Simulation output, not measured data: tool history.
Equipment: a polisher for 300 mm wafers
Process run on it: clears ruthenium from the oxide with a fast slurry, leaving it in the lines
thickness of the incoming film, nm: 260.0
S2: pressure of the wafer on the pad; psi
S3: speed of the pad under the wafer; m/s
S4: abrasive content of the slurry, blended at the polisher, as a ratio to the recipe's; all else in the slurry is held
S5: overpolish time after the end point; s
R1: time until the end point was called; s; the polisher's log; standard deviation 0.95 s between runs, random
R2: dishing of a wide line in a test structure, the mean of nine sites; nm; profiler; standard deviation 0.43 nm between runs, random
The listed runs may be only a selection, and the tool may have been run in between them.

{"run": 1, "hour": 0.0, "flow of slurry (ml/min)": 180, "S2": 2.6, "S3": 1.1, "S4": 1, "S5": 21, "R1": 59.466, "R2": 57.066}
{"run": 2, "hour": 4.7, "flow of slurry (ml/min)": 180, "S2": 2.6, "S3": 1.1, "S4": 1.2, "S5": 21, "R1": 52.283, "R2": 62.554}
{"run": 3, "hour": 9.4, "flow of slurry (ml/min)": 210, "S2": 2.6, "S3": 1.1, "S4": 1.2, "S5": 21, "R1": 51.764, "R2": 60.85}
{"run": 4, "hour": 10.3, "flow of slurry (ml/min)": 210, "S2": 2.6, "S3": 1.2, "S4": 1.2, "S5": 21, "R1": 47.78, "R2": 67.889}
{"run": 5, "hour": 15.0, "flow of slurry (ml/min)": 230, "S2": 2.6, "S3": 1, "S4": 1.3, "S5": 17, "R1": 53.169, "R2": 51.94}
{"run": 6, "hour": 23.2, "flow of slurry (ml/min)": 245, "S2": 2.6, "S3": 0.86, "S4": 1.35, "S5": 14, "R1": 59.949, "R2": 42.258}
{"run": 7, "hour": 27.5, "flow of slurry (ml/min)": 255, "S2": 2.7, "S3": 0.76, "S4": 1.4, "S5": 12, "R1": 64.378, "R2": 33.571}
{"run": 8, "hour": 35.0, "flow of slurry (ml/min)": 260, "S2": 3, "S3": 0.68, "S4": 1.35, "S5": 10, "R1": 65.195, "R2": 28.663}

For run 9, what comes out?
{"run": 9, "hour": 41.8, "flow of slurry (ml/min)": 265, "S2": 3.3, "S3": 0.62, "S4": 1.3, "S5": 9, "R1": "?", "R2": "?"}

Run 9 measured R1 63.692 s, R2 26.933 nm.
